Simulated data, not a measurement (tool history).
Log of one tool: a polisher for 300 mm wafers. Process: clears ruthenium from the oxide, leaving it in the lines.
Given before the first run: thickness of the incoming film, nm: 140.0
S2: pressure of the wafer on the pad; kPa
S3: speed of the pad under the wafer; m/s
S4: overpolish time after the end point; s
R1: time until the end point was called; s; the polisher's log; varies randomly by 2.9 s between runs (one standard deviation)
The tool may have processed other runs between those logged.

run 1 hour=0.0 | flow_of_slurry_(ml/min)=245 S2=13.8 S3=0.82 S4=7 | R1=194.21
run 2 hour=4.9 | flow_of_slurry_(ml/min)=190 S2=13.8 S3=0.82 S4=7 | R1=202.30
run 3 hour=11.3 | flow_of_slurry_(ml/min)=190 S2=13.8 S3=0.82 S4=7 | R1=200.60
run 4 hour=15.0 | flow_of_slurry_(ml/min)=185 S2=11.7 S3=0.82 S4=7 | R1=238.66
run 5 hour=18.1 | flow_of_slurry_(ml/min)=185 S2=13.1 S3=0.82 S4=7 | R1=213.06
run 6 hour=19.1 | flow_of_slurry_(ml/min)=180 S2=11.0 S3=0.82 S4=7 | R1=252.54

Run 7, settings as shown, results not yet in. Your forecast:
run 7 hour=26.3 | flow_of_slurry_(ml/min)=175 S2=9.7 S3=0.82 S4=7 | R1=?

{"run 7": {"R1": 289.41}}
